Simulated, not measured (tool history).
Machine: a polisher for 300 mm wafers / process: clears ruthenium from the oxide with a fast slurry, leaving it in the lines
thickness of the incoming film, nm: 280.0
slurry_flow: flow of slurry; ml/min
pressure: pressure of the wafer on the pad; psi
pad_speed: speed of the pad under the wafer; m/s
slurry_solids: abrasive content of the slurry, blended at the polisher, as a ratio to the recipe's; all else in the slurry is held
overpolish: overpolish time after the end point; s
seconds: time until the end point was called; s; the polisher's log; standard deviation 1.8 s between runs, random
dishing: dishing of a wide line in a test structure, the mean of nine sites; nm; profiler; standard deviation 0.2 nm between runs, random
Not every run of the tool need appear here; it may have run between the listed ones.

run 1 hour=0 | slurry_flow=155 pressure=2.9 pad_speed=0.92 slurry_solids=1 overpolish=14 | seconds=59.289 dishing=45.977
run 2 hour=8.9 | slurry_flow=155 pressure=3.3 pad_speed=0.92 slurry_solids=1 overpolish=14 | seconds=52.454 dishing=49.803
run 3 hour=12.2 | slurry_flow=145 pressure=3.3 pad_speed=0.84 slurry_solids=0.9 overpolish=12 | seconds=59.898 dishing=39.457
run 4 hour=13.6 | slurry_flow=145 pressure=3.3 pad_speed=1.02 slurry_solids=0.9 overpolish=12 | seconds=50.361 dishing=44.68
run 5 hour=18 | slurry_flow=145 pressure=3.3 pad_speed=1.02 slurry_solids=0.9 overpolish=17 | seconds=50.414 dishing=54.975
run 6 hour=23.4 | slurry_flow=135 pressure=3.3 pad_speed=0.92 slurry_solids=0.85 overpolish=15 | seconds=60.003 dishing=47.986
run 7 hour=24.6 | slurry_flow=155 pressure=3 pad_speed=0.9 slurry_solids=0.8 overpolish=13 | seconds=68.625 dishing=38.311
run 8 hour=28.6 | slurry_flow=170 pressure=2.8 pad_speed=0.88 slurry_solids=0.75 overpolish=11 | seconds=76.137 dishing=30.826
run 9 hour=35.2 | slurry_flow=185 pressure=2.6 pad_speed=0.9 slurry_solids=0.7 overpolish=10 | seconds=82.9 dishing=26.238
run 10 hour=40 | slurry_flow=195 pressure=2.4 pad_speed=0.96 slurry_solids=0.65 overpolish=9 | seconds=88.463 dishing=22.808
run 11 hour=45.1 | slurry_flow=205 pressure=2.2 pad_speed=1.04 slurry_solids=0.6 overpolish=8 | seconds=97.908 dishing=18.527
run 12 hour=53.3 | slurry_flow=210 pressure=2.1 pad_speed=1.1 slurry_solids=0.6 overpolish=7 | seconds=95.266 dishing=17.18
run 13 hour=57 | slurry_flow=245 pressure=1.3 pad_speed=1.36 slurry_solids=0.5 overpolish=4 | seconds=152.51 dishing=6.6303
run 14 hour=64.5 | slurry_flow=230 pressure=1.4 pad_speed=1.36 slurry_solids=0.5 overpolish=4 | seconds=141.47 dishing=6.9331
run 15 hour=72.6 | slurry_flow=230 pressure=1.5 pad_speed=1.34 slurry_solids=0.5 overpolish=4 | seconds=131.57 dishing=7.3499
run 16 hour=79.1 | slurry_flow=230 pressure=1.5 pad_speed=1.34 slurry_solids=0.5 overpolish=4 | seconds=130.8 dishing=7.3221
run 17 hour=81.1 | slurry_flow=230 pressure=1.6 pad_speed=1.3 slurry_solids=0.5 overpolish=4 | seconds=125.36 dishing=7.6735
run 18 hour=86.2 | slurry_flow=230 pressure=1.7 pad_speed=1.26 slurry_solids=0.5 overpolish=4 | seconds=127.65 dishing=7.8487

Run 19 comes next. What will it give?
run 19 hour=92.1 | slurry_flow=215 pressure=1.8 pad_speed=1.24 slurry_solids=0.5 overpolish=4 | seconds=? dishing=?

seconds: 121.8 s
dishing: 8.0027 nm
